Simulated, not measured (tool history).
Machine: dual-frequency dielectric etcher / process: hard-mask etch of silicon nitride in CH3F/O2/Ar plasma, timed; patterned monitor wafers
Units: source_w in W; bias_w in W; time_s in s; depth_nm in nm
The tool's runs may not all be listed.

run 1 hour=0.0 | source_w=500 bias_w=66 time_s=228.5 | depth_nm=175.34
run 2 hour=4.4 | source_w=460 bias_w=64 time_s=228.5 | depth_nm=168.18
run 3 hour=5.3 | source_w=460 bias_w=64 time_s=239.5 | depth_nm=175.91
run 4 hour=9.0 | source_w=460 bias_w=64 time_s=228.5 | depth_nm=168.97
run 5 hour=15.3 | source_w=460 bias_w=73 time_s=228.5 | depth_nm=174.45
run 6 hour=16.3 | source_w=460 bias_w=64 time_s=228.5 | depth_nm=167.67
run 7 hour=22.3 | source_w=430 bias_w=63 time_s=228.5 | depth_nm=162.64
run 8 hour=24.5 | source_w=410 bias_w=62 time_s=228.5 | depth_nm=159.25
run 9 hour=31.0 | source_w=390 bias_w=61 time_s=228.5 | depth_nm=154.33

Run 10 is up next; what results do you expect?
run 10 hour=36.4 | source_w=380 bias_w=61 time_s=228.5 | depth_nm=?

Run 10 produced depth_nm 153.01 nm.
